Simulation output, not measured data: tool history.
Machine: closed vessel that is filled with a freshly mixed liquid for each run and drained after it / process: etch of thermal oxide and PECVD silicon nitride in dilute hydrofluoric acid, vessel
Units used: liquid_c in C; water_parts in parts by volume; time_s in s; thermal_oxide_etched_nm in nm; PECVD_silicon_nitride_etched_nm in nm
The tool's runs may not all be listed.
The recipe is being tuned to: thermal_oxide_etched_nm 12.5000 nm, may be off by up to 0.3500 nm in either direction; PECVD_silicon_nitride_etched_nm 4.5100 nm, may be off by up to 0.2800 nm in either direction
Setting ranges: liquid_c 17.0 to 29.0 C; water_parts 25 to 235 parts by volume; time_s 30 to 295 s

run,hour,liquid_c,water_parts,time_s,thermal_oxide_etched_nm,PECVD_silicon_nitride_etched_nm
1,0.0,21.0,130,150,4.4314,1.6485
2,4.3,22.5,130,150,4.7617,1.8135
3,11.9,24.5,130,150,5.1529,2.0023
4,19.9,25.5,105,150,6.9337,2.6623
5,26.7,25.5,105,175,7.9631,3.2598
6,34.6,26.0,85,165,9.7383,3.7691
7,41.0,26.0,85,165,9.7239,3.8226
8,47.1,26.0,75,160,10.7540,4.1036
9,56.0,26.0,70,155,11.3240,4.2252
10,63.4,26.0,65,150,11.9440,4.5291

Exactly one of the 4 candidate moves below puts every result within its allowed miss. Which one?
A,70.8,27.5,85,185,?,?
B,70.8,23.5,105,270,?,?
C,70.8,24.5,60,155,?,?
D,70.8,26.5,90,210,?,?

move,thermal_oxide_etched_nm,PECVD_silicon_nitride_etched_nm
A,11.5380,4.6695
B,11.3570,4.2575
C,12.5710,4.5327
D,11.8170,4.6940
A: its largest miss is bigger than the last run's
B: its largest miss is bigger than the last run's
C: all results land within tolerance of their targets
D: its largest miss is bigger than the last run's
Answer: C
